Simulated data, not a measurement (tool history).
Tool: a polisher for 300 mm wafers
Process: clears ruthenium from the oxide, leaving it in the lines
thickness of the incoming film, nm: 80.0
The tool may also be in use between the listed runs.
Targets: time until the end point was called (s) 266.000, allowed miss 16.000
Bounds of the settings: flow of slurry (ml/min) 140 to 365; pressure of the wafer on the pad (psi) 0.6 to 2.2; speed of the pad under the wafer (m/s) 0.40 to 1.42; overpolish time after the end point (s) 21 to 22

run,hour,flow of slurry (ml/min),pressure of the wafer on the pad (psi),speed of the pad under the wafer (m/s),overpolish time after the end point (s),time until the end point was called (s)
1,0.0,235,1.4,0.90,21,135.980
2,4.3,235,1.4,1.06,21,121.900
3,11.9,235,1.3,1.02,21,131.700
4,12.6,235,1.3,1.10,21,124.950
5,19.3,235,1.2,1.04,21,140.810
6,21.9,235,1.1,1.00,21,157.270
7,25.4,235,1.0,0.98,21,172.330
# hour 30.9: head pressure recalibrated
8,30.9,235,0.9,0.96,21,173.380

5 next moves are on the table. One of them brings every result within its allowed miss. Which?
A,36.4,140,1.6,1.12,22,?
B,36.4,220,0.6,0.94,21,?
C,36.4,240,1.2,1.32,21,?
D,36.4,270,1.3,1.36,22,?
E,36.4,270,1.3,1.24,22,?

move,time until the end point was called (s)
A,95.534
B,263.850
C,106.350
D,95.318
E,102.100
A: further off than the last run
B: meets every target
C: further off than the last run
D: further off than the last run
E: further off than the last run
The right move is B.

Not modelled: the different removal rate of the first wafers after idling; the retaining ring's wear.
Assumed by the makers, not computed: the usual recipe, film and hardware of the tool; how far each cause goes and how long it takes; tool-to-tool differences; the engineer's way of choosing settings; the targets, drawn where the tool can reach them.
